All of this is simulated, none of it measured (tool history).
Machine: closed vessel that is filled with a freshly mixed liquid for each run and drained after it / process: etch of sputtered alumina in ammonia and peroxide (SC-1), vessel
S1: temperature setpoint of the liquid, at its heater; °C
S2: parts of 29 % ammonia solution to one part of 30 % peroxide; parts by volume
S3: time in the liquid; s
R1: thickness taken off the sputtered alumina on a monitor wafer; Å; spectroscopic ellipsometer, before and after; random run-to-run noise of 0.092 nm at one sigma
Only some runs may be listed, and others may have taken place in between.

{"run": 1, "day": 0.0, "S1": 48, "S2": 0.9, "S3": 830, "R1": 218.39}
{"run": 2, "day": 0.371, "S1": 48, "S2": 1, "S3": 830, "R1": 221.3}
{"run": 3, "day": 0.433, "S1": 46, "S2": 1, "S3": 830, "R1": 199.77}
{"run": 4, "day": 0.817, "S1": 44.5, "S2": 1, "S3": 830, "R1": 183.12}
{"run": 5, "day": 0.933, "S1": 43.5, "S2": 1, "S3": 830, "R1": 171.56}
{"run": 6, "day": 1.1, "S1": 43, "S2": 1, "S3": 830, "R1": 167.51}
{"run": 7, "day": 1.175, "S1": 42.5, "S2": 1, "S3": 830, "R1": 161.74}

What does the tool deliver on the next run?
{"run": 8, "day": 1.458, "S1": 42, "S2": 1, "S3": 830, "R1": "?"}

R1: 155.48 Å
